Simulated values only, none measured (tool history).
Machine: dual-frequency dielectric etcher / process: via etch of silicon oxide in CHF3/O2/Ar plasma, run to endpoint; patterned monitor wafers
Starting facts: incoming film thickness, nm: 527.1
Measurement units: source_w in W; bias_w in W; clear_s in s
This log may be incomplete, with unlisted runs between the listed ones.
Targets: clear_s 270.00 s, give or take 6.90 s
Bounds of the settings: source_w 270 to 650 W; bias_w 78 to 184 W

| run | hour | source_w | bias_w | clear_s |
|---|---|---|---|---|
| 1 | 0.0 | 460 | 131 | 312.11 |
| 2 | 3.7 | 490 | 133 | 300.94 |
| 3 | 9.6 | 570 | 133 | 285.75 |
| 4 | 15.4 | 580 | 134 | 283.77 |
| 5 | 17.2 | 590 | 135 | 280.26 |
| 6 | 17.9 | 590 | 125 | 289.26 |
| 7 | 20.8 | 600 | 127 | 284.55 |
| 8 | 25.0 | 610 | 129 | 282.44 |
| 9 | 31.2 | 620 | 131 | 278.26 |
| 10 | 33.8 | 620 | 131 | 280.35 |

Consider the 5 candidate settings below. Which is the only one whose results all fall within their allowed miss of target?
| A | 36.4 | 650 | 159 | ? |
| B | 36.4 | 650 | 173 | ? |
| C | 36.4 | 650 | 136 | ? |
| D | 36.4 | 620 | 122 | ? |
| E | 36.4 | 610 | 117 | ? |

| move | clear_s |
|---|---|
| A | 262.05 |
| B | 255.73 |
| C | 273.73 |
| D | 286.80 |
| E | 291.71 |
A: carries the result that was furthest off beyond its target, to the other side
B: carries the result that was furthest off beyond its target, to the other side
C: each result inside its tolerance
D: misses by more than the last run did
E: misses by more than the last run did
The right move is C.
